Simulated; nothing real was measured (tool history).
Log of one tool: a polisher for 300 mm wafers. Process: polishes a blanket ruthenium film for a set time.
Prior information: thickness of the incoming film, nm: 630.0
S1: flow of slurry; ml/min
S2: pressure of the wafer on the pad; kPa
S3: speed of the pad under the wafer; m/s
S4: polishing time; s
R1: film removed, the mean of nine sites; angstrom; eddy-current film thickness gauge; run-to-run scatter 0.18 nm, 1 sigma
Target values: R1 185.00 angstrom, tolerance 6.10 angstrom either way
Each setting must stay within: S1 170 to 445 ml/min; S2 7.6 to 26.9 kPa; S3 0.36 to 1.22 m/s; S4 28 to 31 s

{"run": 1, "day": 0.0, "S1": 285, "S2": 17.2, "S3": 0.78, "S4": 31, "R1": 296.42}
{"run": 2, "day": 0.362, "S1": 285, "S2": 16.5, "S3": 0.78, "S4": 31, "R1": 276.94}
{"run": 3, "day": 0.638, "S1": 285, "S2": 15.9, "S3": 0.78, "S4": 31, "R1": 274.25}
{"run": 4, "day": 0.667, "S1": 285, "S2": 15.9, "S3": 0.9, "S4": 31, "R1": 311.59}
{"run": 5, "day": 0.783, "S1": 285, "S2": 15.9, "S3": 0.9, "S4": 31, "R1": 307.71}
{"run": 6, "day": 1.021, "S1": 285, "S2": 15.2, "S3": 0.9, "S4": 31, "R1": 293.53}
{"run": 7, "day": 1.35, "S1": 285, "S2": 14.5, "S3": 0.9, "S4": 31, "R1": 286.3}
{"run": 8, "day": 1.612, "S1": 285, "S2": 13.8, "S3": 0.9, "S4": 31, "R1": 267.79}
{"run": 9, "day": 1.971, "S1": 285, "S2": 13.1, "S3": 0.9, "S4": 31, "R1": 260.29}
{"run": 10, "day": 2.083, "S1": 285, "S2": 8.3, "S3": 0.86, "S4": 31, "R1": 158.21}

Below are 5 possible settings for the next run. Only one of them brings all results inside the allowed miss of their targets. Which is it?
{"run": "A", "day": 2.196, "S1": 270, "S2": 10.3, "S3": 0.82, "S4": 28, "R1": "?"}
{"run": "B", "day": 2.196, "S1": 315, "S2": 9.0, "S3": 0.78, "S4": 28, "R1": "?"}
{"run": "C", "day": 2.196, "S1": 250, "S2": 8.3, "S3": 0.82, "S4": 28, "R1": "?"}
{"run": "D", "day": 2.196, "S1": 275, "S2": 11.0, "S3": 0.76, "S4": 31, "R1": "?"}
{"run": "E", "day": 2.196, "S1": 295, "S2": 8.3, "S3": 0.74, "S4": 30, "R1": "?"}

move=A R1=171.83
move=B R1=145.32
move=C R1=138.07
move=D R1=188.99
move=E R1=136.81
A: gains on the last run, yet a result remains outside its allowed miss
B: its largest miss is bigger than the last run's
C: its largest miss is bigger than the last run's
D: every result lands within tolerance
E: its largest miss is bigger than the last run's
Move D is the one to make.
